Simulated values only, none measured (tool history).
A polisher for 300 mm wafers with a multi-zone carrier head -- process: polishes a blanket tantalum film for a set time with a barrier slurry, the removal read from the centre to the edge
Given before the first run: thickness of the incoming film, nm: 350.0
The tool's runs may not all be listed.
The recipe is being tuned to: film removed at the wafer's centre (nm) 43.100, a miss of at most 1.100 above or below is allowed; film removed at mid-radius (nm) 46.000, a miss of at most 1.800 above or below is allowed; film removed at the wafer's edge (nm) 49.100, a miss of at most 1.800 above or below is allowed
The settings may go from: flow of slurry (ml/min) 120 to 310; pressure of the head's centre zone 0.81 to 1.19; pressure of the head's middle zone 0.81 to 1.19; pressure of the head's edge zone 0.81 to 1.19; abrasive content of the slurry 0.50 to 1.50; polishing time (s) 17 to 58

run  hour  flow of slurry (ml/min)  pressure of the head's centre zone  pressure of the head's middle zone  pressure of the head's edge zone  abrasive content of the slurry  polishing time (s)  film removed at the wafer's centre (nm)  film removed at mid-radius (nm)  film removed at the wafer's edge (nm)
  1   0.0                      200                                1.00                                1.00                              1.00                            1.00                  37                                   36.155                           35.885                                 35.760
  2   1.7                      200                                1.00                                1.00                              1.00                            1.10                  37                                   37.318                           36.861                                 36.809
  3   4.0                      205                                0.99                                1.01                              1.04                            1.20                  38                                   38.935                           39.415                                 40.176
  4   8.7                      205                                0.99                                0.96                              1.04                            1.20                  38                                   38.875                           37.187                                 39.798
  5  15.9                      205                                0.99                                0.96                              1.04                            1.05                  38                                   37.188                           36.679                                 38.833
  6  23.4                      215                                0.99                                0.98                              1.07                            1.10                  38                                   38.512                           37.801                                 39.741
  7  27.0                      195                                0.89                                1.01                              1.15                            1.35                  42                                   40.172                           45.128                                 47.577
  8  35.9                      205                                0.90                                1.01                              1.15                            1.35                  42                                   40.873                           44.772                                 46.911
  9  43.7                      205                                0.90                                1.01                              1.16                            1.40                  42                                   41.071                           44.567                                 48.120
 10  50.6                      210                                0.91                                1.02                              1.16                            1.40                  42                                   41.213                           45.652                                 48.117
 11  51.9                      210                                0.92                                1.02                              1.16                            1.40                  42                                   41.903                           46.487                                 47.816
 12  59.8                      210                                0.92                                1.01                              1.16                            1.40                  42                                   41.793                           44.621                                 48.841

Which one of the following 4 next-run settings gets every result inside its allowed miss? There is exactly one.
  A  67.7                      210                                0.84                                1.03                              1.18                            1.45                  46                                        ?                                ?                                      ?
  B  67.7                      185                                0.92                                1.00                              1.13                            1.00                  48                                        ?                                ?                                      ?
  C  67.7                      230                                1.01                                1.14                              0.98                            1.20                  44                                        ?                                ?                                      ?
  D  67.7                      260                                0.87                                1.05                              1.07                            1.20                  46                                        ?                                ?                                      ?

move  film removed at the wafer's centre (nm)  film removed at mid-radius (nm)  film removed at the wafer's edge (nm)
   A                                   42.754                           51.100                                 52.930
   B                                   43.163                           46.449                                 48.469
   C                                   46.718                           51.448                                 44.366
   D                                   43.286                           50.825                                 48.961
A: corrects the largest miss of the last run, while another result sits out of spec
B: hits every target within its allowed miss
C: moves the result that the last run missed by most past its target, out the other side
D: corrects the largest miss of the last run, while another result sits out of spec
Correct choice: B, which meets every target

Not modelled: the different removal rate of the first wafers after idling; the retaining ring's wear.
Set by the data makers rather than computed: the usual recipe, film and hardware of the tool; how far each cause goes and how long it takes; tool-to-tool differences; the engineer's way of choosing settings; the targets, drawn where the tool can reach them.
